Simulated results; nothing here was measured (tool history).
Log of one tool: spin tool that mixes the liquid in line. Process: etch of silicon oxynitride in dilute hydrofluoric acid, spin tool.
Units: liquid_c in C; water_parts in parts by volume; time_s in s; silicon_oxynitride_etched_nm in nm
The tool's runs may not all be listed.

| run | hour | liquid_c | water_parts | time_s | silicon_oxynitride_etched_nm |
|---|---|---|---|---|---|
| 1 | 0.0 | 23.0 | 75 | 275 | 4.9847 |
| 2 | 3.6 | 21.5 | 85 | 275 | 4.0966 |
| 3 | 9.6 | 21.5 | 70 | 275 | 5.1045 |
| 4 | 10.9 | 24.5 | 70 | 275 | 5.7207 |
| 5 | 12.0 | 24.5 | 70 | 275 | 5.7333 |
| 6 | 15.7 | 24.5 | 70 | 275 | 5.6475 |
| 7 | 22.5 | 22.5 | 80 | 275 | 4.5882 |

Run 8 comes next. What will it give?
| 8 | 24.2 | 21.0 | 90 | 275 | ? |

Run 8 gave silicon_oxynitride_etched_nm 3.7833 nm.

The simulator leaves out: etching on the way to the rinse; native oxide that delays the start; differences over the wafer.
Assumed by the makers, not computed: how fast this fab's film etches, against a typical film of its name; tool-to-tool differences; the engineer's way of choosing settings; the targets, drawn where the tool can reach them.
